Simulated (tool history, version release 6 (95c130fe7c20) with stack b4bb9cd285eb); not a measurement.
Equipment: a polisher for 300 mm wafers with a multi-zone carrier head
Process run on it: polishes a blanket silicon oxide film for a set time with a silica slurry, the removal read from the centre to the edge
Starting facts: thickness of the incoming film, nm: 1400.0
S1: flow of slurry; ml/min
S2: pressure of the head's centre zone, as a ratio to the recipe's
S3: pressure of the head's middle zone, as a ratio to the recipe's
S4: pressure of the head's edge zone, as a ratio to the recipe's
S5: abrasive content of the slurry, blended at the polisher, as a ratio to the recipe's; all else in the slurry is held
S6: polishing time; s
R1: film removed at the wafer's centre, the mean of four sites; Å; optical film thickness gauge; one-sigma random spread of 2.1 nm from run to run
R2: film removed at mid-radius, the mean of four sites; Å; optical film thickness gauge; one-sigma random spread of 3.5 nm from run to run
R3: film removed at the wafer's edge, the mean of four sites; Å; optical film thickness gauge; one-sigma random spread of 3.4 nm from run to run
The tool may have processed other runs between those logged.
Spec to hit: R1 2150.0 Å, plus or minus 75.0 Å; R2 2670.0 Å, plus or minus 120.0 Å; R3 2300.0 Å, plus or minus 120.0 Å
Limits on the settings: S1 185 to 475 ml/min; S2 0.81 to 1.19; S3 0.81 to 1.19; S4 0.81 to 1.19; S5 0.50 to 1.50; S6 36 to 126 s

run,day,S1,S2,S3,S4,S5,S6,R1,R2,R3
1,0.000,305,1.00,1.00,1.00,1.00,81,2868.3,3009.5,2976.1
2,0.154,305,1.00,1.00,1.00,1.00,99,3529.0,3624.8,3635.7
3,0.321,305,1.00,1.00,1.00,1.15,99,3785.2,3785.7,3993.9
4,0.592,305,1.00,1.00,1.00,1.00,99,3539.6,3617.6,3655.0
5,0.942,305,1.00,1.04,1.00,1.00,99,3601.3,3740.7,3651.7
6,1.183,305,0.98,1.03,0.99,0.95,97,3358.4,3521.8,3469.7
7,1.267,305,0.96,1.04,0.98,0.90,95,3098.9,3372.9,3340.9
8,1.308,320,0.98,1.14,0.88,0.65,78,2170.4,2513.2,2108.5
9,1.642,320,0.97,1.14,0.89,0.65,78,2107.7,2472.2,2132.5
10,1.729,320,0.97,1.15,0.90,0.65,78,2111.0,2544.7,2128.9
11,1.762,320,0.97,1.15,0.90,0.65,78,2113.5,2552.4,2096.8
12,1.796,320,0.97,1.15,0.90,0.65,78,2129.0,2482.7,2113.0
13,1.917,320,0.96,1.15,0.90,0.65,78,2131.6,2544.9,2101.1
14,2.079,320,0.93,1.15,1.00,0.75,78,2308.5,2643.7,2478.4
15,2.400,320,0.93,1.15,0.99,0.75,78,2251.0,2714.2,2481.7
16,2.471,320,0.93,1.15,0.98,0.75,78,2295.6,2772.0,2461.4
17,2.517,320,0.93,1.15,0.97,0.75,78,2226.3,2706.0,2427.4
18,2.800,320,0.93,1.15,0.96,0.75,78,2225.1,2755.0,2360.6

Consider the 4 candidate settings below. Which is the only one whose results all fall within their allowed miss of target?
A,3.083,380,0.81,1.13,1.05,0.80,74,?,?,?
B,3.083,360,0.97,1.19,0.87,0.80,74,?,?,?
C,3.083,330,0.84,1.14,0.96,0.70,79,?,?,?
D,3.083,305,0.93,1.18,0.98,0.75,74,?,?,?

move,R1,R2,R3
A,1979.4,2657.6,2481.0
B,2288.3,2768.7,2262.6
C,1985.9,2610.5,2320.3
D,2101.2,2616.7,2282.3
A: carries the result that was furthest off beyond its target, to the other side
B: moves away from the targets compared with the last run
C: carries the result that was furthest off beyond its target, to the other side
D: each result inside its tolerance
D is the move that brings every result within its allowed miss.
